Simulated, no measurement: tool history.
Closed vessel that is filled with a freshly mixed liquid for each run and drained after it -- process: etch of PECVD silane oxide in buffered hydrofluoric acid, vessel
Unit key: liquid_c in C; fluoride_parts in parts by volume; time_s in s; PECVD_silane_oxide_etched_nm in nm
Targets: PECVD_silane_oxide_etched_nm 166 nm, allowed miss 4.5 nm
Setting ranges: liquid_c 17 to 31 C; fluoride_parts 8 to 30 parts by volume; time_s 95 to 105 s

{"run": 1, "day": 0.0, "liquid_c": 23, "fluoride_parts": 21.5, "time_s": 95, "PECVD_silane_oxide_etched_nm": 85.974}
{"run": 2, "day": 0.258, "liquid_c": 24.5, "fluoride_parts": 20, "time_s": 95, "PECVD_silane_oxide_etched_nm": 98.256}
{"run": 3, "day": 0.388, "liquid_c": 24.5, "fluoride_parts": 20, "time_s": 95, "PECVD_silane_oxide_etched_nm": 99.09}
{"run": 4, "day": 0.658, "liquid_c": 26, "fluoride_parts": 20, "time_s": 95, "PECVD_silane_oxide_etched_nm": 107.32}
{"run": 5, "day": 0.996, "liquid_c": 26, "fluoride_parts": 20, "time_s": 95, "PECVD_silane_oxide_etched_nm": 108.59}
{"run": 6, "day": 1.142, "liquid_c": 26, "fluoride_parts": 25, "time_s": 95, "PECVD_silane_oxide_etched_nm": 92.796}
{"run": 7, "day": 1.467, "liquid_c": 30, "fluoride_parts": 18, "time_s": 95, "PECVD_silane_oxide_etched_nm": 147.62}
{"run": 8, "day": 1.671, "liquid_c": 30, "fluoride_parts": 17.5, "time_s": 95, "PECVD_silane_oxide_etched_nm": 149.81}
{"run": 9, "day": 1.85, "liquid_c": 30, "fluoride_parts": 17, "time_s": 95, "PECVD_silane_oxide_etched_nm": 155}
{"run": 10, "day": 1.888, "liquid_c": 30.5, "fluoride_parts": 17, "time_s": 95, "PECVD_silane_oxide_etched_nm": 162.7}

4 candidate next runs follow, results not yet known. Just one meets every target within its allowed miss. Identify it.
{"run": "A", "day": 1.925, "liquid_c": 27.5, "fluoride_parts": 15.5, "time_s": 100, "PECVD_silane_oxide_etched_nm": "?"}
{"run": "B", "day": 1.925, "liquid_c": 31, "fluoride_parts": 18.5, "time_s": 105, "PECVD_silane_oxide_etched_nm": "?"}
{"run": "C", "day": 1.925, "liquid_c": 29.5, "fluoride_parts": 16.5, "time_s": 95, "PECVD_silane_oxide_etched_nm": "?"}
{"run": "D", "day": 1.925, "liquid_c": 31, "fluoride_parts": 20, "time_s": 105, "PECVD_silane_oxide_etched_nm": "?"}

move=A PECVD_silane_oxide_etched_nm=157.16
move=B PECVD_silane_oxide_etched_nm=166.91
move=C PECVD_silane_oxide_etched_nm=156.15
move=D PECVD_silane_oxide_etched_nm=154.61
A: lands further from the targets than the last run did
B: meets every target
C: lands further from the targets than the last run did
D: lands further from the targets than the last run did
Move B is the one to make.

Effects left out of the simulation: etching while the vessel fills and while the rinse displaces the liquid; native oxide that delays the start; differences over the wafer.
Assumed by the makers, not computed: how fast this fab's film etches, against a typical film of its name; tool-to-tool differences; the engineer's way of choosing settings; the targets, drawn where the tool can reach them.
